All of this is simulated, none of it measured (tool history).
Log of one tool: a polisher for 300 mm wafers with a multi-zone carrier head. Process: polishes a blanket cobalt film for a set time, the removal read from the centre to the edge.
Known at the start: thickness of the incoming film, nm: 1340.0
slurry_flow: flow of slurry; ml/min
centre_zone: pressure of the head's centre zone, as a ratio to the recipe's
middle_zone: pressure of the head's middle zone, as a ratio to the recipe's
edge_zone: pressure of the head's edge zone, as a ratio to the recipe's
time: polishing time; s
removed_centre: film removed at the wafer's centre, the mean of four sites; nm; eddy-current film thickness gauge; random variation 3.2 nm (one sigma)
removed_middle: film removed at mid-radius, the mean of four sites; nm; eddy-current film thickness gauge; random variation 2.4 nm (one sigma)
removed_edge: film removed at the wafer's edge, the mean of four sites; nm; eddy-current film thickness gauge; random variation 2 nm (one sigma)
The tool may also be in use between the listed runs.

Run 1, hour 0: slurry_flow 270 ml/min, centre_zone 1, middle_zone 1, edge_zone 1, time 44 s. Result: removed_centre 202.89 nm, removed_middle 199.85 nm, removed_edge 202.55 nm.
Run 2, hour 2.2: slurry_flow 235 ml/min, centre_zone 1, middle_zone 1, edge_zone 1, time 44 s. Result: removed_centre 199.49 nm, removed_middle 201.04 nm, removed_edge 197.76 nm.
Run 3, hour 10.3: slurry_flow 235 ml/min, centre_zone 1, middle_zone 1, edge_zone 1.03, time 44 s. Result: removed_centre 199.2 nm, removed_middle 196.81 nm, removed_edge 205.43 nm.
Run 4, hour 13: slurry_flow 235 ml/min, centre_zone 1, middle_zone 1, edge_zone 1.11, time 44 s. Result: removed_centre 199.01 nm, removed_middle 195.88 nm, removed_edge 211.02 nm.
Run 5, hour 16.1: slurry_flow 300 ml/min, centre_zone 1, middle_zone 1, edge_zone 1.11, time 44 s. Result: removed_centre 211.71 nm, removed_middle 204.17 nm, removed_edge 216.24 nm.
Run 6, hour 18.3: slurry_flow 300 ml/min, centre_zone 1, middle_zone 1, edge_zone 1.11, time 39 s. Result: removed_centre 181.49 nm, removed_middle 180.53 nm, removed_edge 191.21 nm.

The next listed run, before its measurement:
Run 7, hour 25.5: slurry_flow 305 ml/min, centre_zone 1.03, middle_zone 0.99, edge_zone 1.13, time 43 s. Result: removed_centre ?, removed_middle ?, removed_edge ?.

removed_centre: 207.6 nm
removed_middle: 197.56 nm
removed_edge: 212.68 nm
